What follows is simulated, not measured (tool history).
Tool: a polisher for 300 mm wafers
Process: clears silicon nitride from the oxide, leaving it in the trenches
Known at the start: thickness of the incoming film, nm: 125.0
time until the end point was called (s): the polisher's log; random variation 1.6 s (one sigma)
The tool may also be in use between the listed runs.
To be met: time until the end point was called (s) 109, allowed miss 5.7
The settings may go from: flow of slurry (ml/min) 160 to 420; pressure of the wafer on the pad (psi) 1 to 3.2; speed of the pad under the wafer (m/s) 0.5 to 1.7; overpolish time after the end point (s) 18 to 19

run,hour,flow of slurry (ml/min),pressure of the wafer on the pad (psi),speed of the pad under the wafer (m/s),overpolish time after the end point (s),time until the end point was called (s)
1,0,270,2.1,1.1,18,157.97
2,6.4,270,2.1,0.88,18,203.23
3,12.2,205,2.1,0.88,18,205.61
4,19.3,205,2.1,0.88,19,202.31
5,22.7,205,2.3,0.9,19,184.46
6,26.9,205,2.3,0.9,18,190.23
7,32.3,210,2.9,1.08,18,127.2
8,33.1,210,3.1,1.12,18,116.86

Which of these 4 next moves meets every target?
A,33.9,180,3,1.16,18,?
B,33.9,230,3,1.06,18,?
C,33.9,240,3.2,1.14,19,?
D,33.9,225,3.2,1.3,19,?

move,time until the end point was called (s)
A,117.41
B,125.18
C,109.9
D,97.275
A: further off than the last run
B: further off than the last run
C: meets every target
D: takes the result that was furthest off past its target
The right move is C.

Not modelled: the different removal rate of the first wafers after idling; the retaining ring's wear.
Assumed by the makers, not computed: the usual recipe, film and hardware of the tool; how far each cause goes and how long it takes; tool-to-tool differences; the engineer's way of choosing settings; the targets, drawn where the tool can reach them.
